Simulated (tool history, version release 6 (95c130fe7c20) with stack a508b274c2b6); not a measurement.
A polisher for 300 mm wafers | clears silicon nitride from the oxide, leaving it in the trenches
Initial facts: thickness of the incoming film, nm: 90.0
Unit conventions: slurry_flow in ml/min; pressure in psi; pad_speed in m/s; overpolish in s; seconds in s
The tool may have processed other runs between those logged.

| run | hour | slurry_flow | pressure | pad_speed | overpolish | seconds |
|---|---|---|---|---|---|---|
| 1 | 0 | 260 | 2.5 | 0.9 | 3 | 109.69 |
| 2 | 5.3 | 260 | 2.8 | 0.92 | 3 | 95.325 |
| 3 | 10.5 | 260 | 2.8 | 0.78 | 3 | 111.58 |
| 4 | 14.6 | 315 | 2.8 | 0.78 | 3 | 108.12 |
| 5 | 21 | 315 | 2.8 | 0.66 | 3 | 128.38 |
| 6 | 29.2 | 315 | 3.1 | 0.66 | 3 | 116.39 |
| 7 | 35.3 | 320 | 3.3 | 0.74 | 3 | 99.584 |
| 8 | 41.6 | 320 | 3.4 | 0.82 | 3 | 85.573 |

What will run 9 give?
| 9 | 42.3 | 320 | 3.5 | 0.86 | 3 | ? |

Run 9 produced seconds 80.924 s.
